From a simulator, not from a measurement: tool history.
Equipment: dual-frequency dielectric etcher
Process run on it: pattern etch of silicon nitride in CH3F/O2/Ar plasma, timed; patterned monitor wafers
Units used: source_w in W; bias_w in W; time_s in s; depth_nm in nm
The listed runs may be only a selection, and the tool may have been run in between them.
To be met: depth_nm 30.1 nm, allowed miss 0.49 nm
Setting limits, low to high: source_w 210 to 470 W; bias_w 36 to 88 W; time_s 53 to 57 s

Run 1, hour 0: source_w 340 W, bias_w 62 W, time_s 57 s. Result: depth_nm 32.993 nm.
Run 2, hour 1.6: source_w 340 W, bias_w 66 W, time_s 57 s. Result: depth_nm 33.862 nm.
Run 3, hour 6.2: source_w 340 W, bias_w 66 W, time_s 53 s. Result: depth_nm 31.476 nm.
Run 4, hour 10.6: source_w 330 W, bias_w 66 W, time_s 53 s. Result: depth_nm 30.866 nm.
Run 5, hour 16.7: source_w 320 W, bias_w 66 W, time_s 53 s. Result: depth_nm 30.716 nm.
Run 6, hour 21.4: source_w 340 W, bias_w 66 W, time_s 53 s. Result: depth_nm 31.676 nm.
Run 7, hour 28.9: source_w 330 W, bias_w 66 W, time_s 53 s. Result: depth_nm 31.182 nm.
Run 8, hour 35.6: source_w 320 W, bias_w 66 W, time_s 53 s. Result: depth_nm 30.737 nm.

Which of these 5 next moves meets every target?
Run A, hour 42.3: source_w 320 W, bias_w 58 W, time_s 57 s. Result: depth_nm ?.
Run B, hour 42.3: source_w 300 W, bias_w 66 W, time_s 55 s. Result: depth_nm ?.
Run C, hour 42.3: source_w 280 W, bias_w 69 W, time_s 56.5 s. Result: depth_nm ?.
Run D, hour 42.3: source_w 330 W, bias_w 61 W, time_s 56.5 s. Result: depth_nm ?.
Run E, hour 42.3: source_w 290 W, bias_w 68 W, time_s 53.5 s. Result: depth_nm ?.

move  depth_nm
   A    31.124
   B    30.909
   C    31.428
   D    31.961
   E    30.021
A: further off than the last run
B: further off than the last run
C: further off than the last run
D: further off than the last run
E: all results in spec
The right move is E.
